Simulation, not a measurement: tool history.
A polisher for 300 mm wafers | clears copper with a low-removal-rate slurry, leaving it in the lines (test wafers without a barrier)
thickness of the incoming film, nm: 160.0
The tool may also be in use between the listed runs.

| run | hour | flow of slurry (ml/min) | pressure of the wafer on the pad (psi) | speed of the pad under the wafer (cm/s) | abrasive content of the slurry | overpolish time after the end point (s) | time until the end point was called (s) | dishing of a wide line in a test structure (nm) |
|---|---|---|---|---|---|---|---|---|
| 1 | 0 | 190 | 2.6 | 86 | 1 | 29 | 73.139 | 43.423 |
| 2 | 1 | 190 | 2.5 | 86 | 1 | 29 | 75.997 | 42.135 |
| 3 | 4 | 190 | 2.4 | 86 | 1 | 29 | 78.034 | 41.959 |
| 4 | 9.8 | 210 | 2.4 | 86 | 1 | 29 | 75.565 | 39.68 |
| 5 | 18.5 | 165 | 2.4 | 86 | 1 | 29 | 76.798 | 40.171 |
| 6 | 19.6 | 135 | 2.4 | 86 | 1 | 29 | 81.476 | 38.125 |
| 7 | 26.9 | 135 | 2.3 | 86 | 1 | 29 | 81.904 | 37.871 |

The next listed run, before its measurement:
| 8 | 33.2 | 135 | 2.2 | 86 | 1 | 29 | ? | ? |

{"run 8": {"time until the end point was called (s)": 87.767, "dishing of a wide line in a test structure (nm)": 37.404}}
